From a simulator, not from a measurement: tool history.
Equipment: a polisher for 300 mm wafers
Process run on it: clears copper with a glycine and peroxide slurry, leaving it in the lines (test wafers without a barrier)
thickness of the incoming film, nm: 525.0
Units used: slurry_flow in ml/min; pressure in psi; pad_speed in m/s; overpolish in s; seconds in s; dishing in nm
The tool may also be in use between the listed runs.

run,hour,slurry_flow,pressure,pad_speed,overpolish,seconds,dishing
1,0.0,220,2.2,0.84,12,172.02,26.147
2,8.2,220,2.4,0.88,13,155.17,31.359
3,13.8,220,2.6,0.90,14,145.13,35.868
4,22.1,220,2.8,0.94,14,133.79,37.830
5,28.2,220,3.4,0.94,14,112.33,45.680
6,33.0,220,3.5,0.94,14,108.95,46.870

Expected results for the next run?
7,41.1,220,3.5,0.96,14,?,?

seconds: 107.33 s
dishing: 49.134 nm
